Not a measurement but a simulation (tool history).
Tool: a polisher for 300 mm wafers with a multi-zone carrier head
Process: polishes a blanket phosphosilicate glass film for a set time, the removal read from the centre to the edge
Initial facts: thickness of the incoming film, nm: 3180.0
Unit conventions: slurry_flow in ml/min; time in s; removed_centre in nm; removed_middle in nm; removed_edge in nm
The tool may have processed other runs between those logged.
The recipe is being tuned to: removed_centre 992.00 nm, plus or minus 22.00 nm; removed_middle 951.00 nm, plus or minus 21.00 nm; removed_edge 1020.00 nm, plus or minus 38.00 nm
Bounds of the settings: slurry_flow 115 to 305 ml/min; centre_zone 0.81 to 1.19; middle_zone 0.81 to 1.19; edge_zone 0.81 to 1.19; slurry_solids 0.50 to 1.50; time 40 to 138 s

run	hour	slurry_flow	centre_zone	middle_zone	edge_zone	slurry_solids	time	removed_centre	removed_middle	removed_edge
1	0.0	195	1.00	1.00	1.00	1.00	88	734.29	724.85	752.36
2	1.9	205	1.02	1.02	1.05	1.10	88	781.50	773.94	785.12
3	4.6	205	1.02	1.05	1.05	1.10	88	777.23	790.81	792.23
4	11.3	205	1.09	1.05	1.05	1.10	88	833.98	793.74	811.98
5	15.4	185	1.10	1.06	1.09	1.20	89	870.08	815.25	838.18
6	21.9	205	1.08	1.05	1.12	1.25	90	878.42	851.77	873.92
7	26.8	215	1.08	1.03	1.14	1.30	91	902.11	857.98	904.42
8	28.9	225	1.08	1.03	1.15	1.35	92	939.54	891.69	959.15
9	37.9	240	1.08	1.04	1.15	1.35	92	945.99	898.45	939.74
10	41.4	230	1.08	1.04	1.16	1.40	92	954.90	914.47	967.15
11	45.5	235	1.08	1.04	1.17	1.45	92	971.84	919.87	983.00
12	52.5	240	1.08	1.04	1.18	1.45	92	961.21	920.65	996.42
13	61.5	245	1.08	1.04	1.18	1.45	92	969.35	930.42	994.99

Exercise: of the 5 proposed moves below, exactly one satisfies all targets within the stated allowed misses. Which move is it?
A	70.5	240	1.01	1.02	1.19	1.50	94	?	?	?
B	70.5	145	0.97	0.90	1.19	1.50	107	?	?	?
C	70.5	245	0.99	0.87	1.19	1.50	102	?	?	?
D	70.5	280	1.08	1.04	1.17	1.40	89	?	?	?
E	70.5	230	1.04	1.01	1.13	1.50	97	?	?	?

move	removed_centre	removed_middle	removed_edge
A	938.93	941.67	1009.20
B	936.76	890.54	1084.80
C	1000.20	896.90	1099.40
D	948.28	901.59	938.13
E	991.94	958.47	1010.00
A: lands further from the targets than the last run did
B: lands further from the targets than the last run did
C: corrects the largest miss of the last run, while another result sits out of spec
D: lands further from the targets than the last run did
E: all results in spec
The move that meets every target is E.
